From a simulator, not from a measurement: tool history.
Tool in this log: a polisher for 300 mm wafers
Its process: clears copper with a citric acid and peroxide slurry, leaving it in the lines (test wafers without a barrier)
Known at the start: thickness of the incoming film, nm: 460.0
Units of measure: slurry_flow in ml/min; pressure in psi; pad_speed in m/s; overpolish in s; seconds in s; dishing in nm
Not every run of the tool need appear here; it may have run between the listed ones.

run	hour	slurry_flow	pressure	pad_speed	slurry_solids	overpolish	seconds	dishing
1	0	200	4.1	0.92	1	28	176.44	41.414
2	1.7	200	4.1	0.92	1	20	176.37	31.675
3	6.9	195	3.6	0.92	1	24	198.43	32.621
4	10.6	195	3.6	0.92	1.1	24	196.67	34.587
5	13.8	190	3.2	0.92	1.15	25	212.28	32.08
6	20.1	185	2.9	0.92	1.15	27	234.59	31.811

Forecast run 7:
7	28.4	175	2.7	0.92	1.15	28	?	?

{"run 7": {"seconds": 254.46, "dishing": 31.855}}

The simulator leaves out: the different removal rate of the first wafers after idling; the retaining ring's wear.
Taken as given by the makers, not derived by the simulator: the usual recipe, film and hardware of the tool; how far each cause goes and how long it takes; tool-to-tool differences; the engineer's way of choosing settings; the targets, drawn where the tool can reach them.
